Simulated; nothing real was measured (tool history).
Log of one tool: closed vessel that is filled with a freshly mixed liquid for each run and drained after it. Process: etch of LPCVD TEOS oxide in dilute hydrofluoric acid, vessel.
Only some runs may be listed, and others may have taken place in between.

run,hour,temperature setpoint of the liquid (K),parts of water to one part of 49 % hydrofluoric acid (parts by volume),time in the liquid (s),thickness taken off the LPCVD TEOS oxide on a monitor wafer (nm)
1,0.0,297.15,90,90,37.767
2,4.8,295.15,90,90,34.969
3,6.1,295.15,90,90,34.878
4,10.6,293.65,90,90,32.915
5,13.1,293.65,90,90,32.820
6,21.9,292.15,90,90,30.971

Run 7, settings as shown, results not yet in. Your forecast:
7,24.7,291.65,90,90,?

Logged for run 7: thickness taken off the LPCVD TEOS oxide on a monitor wafer (nm) 30.265.
